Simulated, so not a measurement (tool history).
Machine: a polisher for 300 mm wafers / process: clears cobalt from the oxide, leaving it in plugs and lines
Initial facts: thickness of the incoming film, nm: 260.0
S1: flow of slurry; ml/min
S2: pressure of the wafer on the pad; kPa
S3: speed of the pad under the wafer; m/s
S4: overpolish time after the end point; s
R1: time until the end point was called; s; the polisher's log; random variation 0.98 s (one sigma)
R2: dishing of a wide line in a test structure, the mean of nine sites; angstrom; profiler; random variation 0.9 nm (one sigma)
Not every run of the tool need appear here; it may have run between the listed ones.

| run | day | S1 | S2 | S3 | S4 | R1 | R2 |
|---|---|---|---|---|---|---|---|
| 1 | 0.000 | 190 | 9.7 | 0.94 | 22 | 88.490 | 494.48 |
| 2 | 0.292 | 190 | 9.7 | 0.94 | 17 | 90.859 | 421.07 |
| 3 | 0.442 | 190 | 7.6 | 0.94 | 17 | 106.990 | 363.52 |
| 4 | 0.700 | 190 | 8.3 | 0.94 | 18 | 99.183 | 405.49 |
| 5 | 0.983 | 190 | 9.0 | 0.94 | 19 | 95.252 | 442.98 |
|  | 1.112 | head pressure recalibrated |
| 6 | 1.112 | 190 | 9.7 | 0.94 | 20 | 91.477 | 450.00 |
| 7 | 1.275 | 190 | 10.3 | 0.94 | 21 | 89.224 | 488.48 |
| 8 | 1.304 | 190 | 11.0 | 0.94 | 22 | 83.883 | 522.68 |
| 9 | 1.508 | 190 | 11.0 | 0.94 | 23 | 86.131 | 542.34 |
| 10 | 1.842 | 190 | 11.7 | 0.94 | 23 | 81.250 | 547.26 |
| 11 | 1.904 | 190 | 11.7 | 0.94 | 24 | 81.044 | 565.56 |
| 12 | 2.050 | 190 | 11.7 | 0.94 | 25 | 80.689 | 580.80 |
| 13 | 2.138 | 190 | 13.1 | 0.94 | 27 | 71.878 | 631.56 |

Estimate the outcome of run 14 from the log above:
| 14 | 2.354 | 190 | 13.1 | 0.94 | 27 | ? | ? |

{"run 14": {"R1": 73.849, "R2": 633.04}}

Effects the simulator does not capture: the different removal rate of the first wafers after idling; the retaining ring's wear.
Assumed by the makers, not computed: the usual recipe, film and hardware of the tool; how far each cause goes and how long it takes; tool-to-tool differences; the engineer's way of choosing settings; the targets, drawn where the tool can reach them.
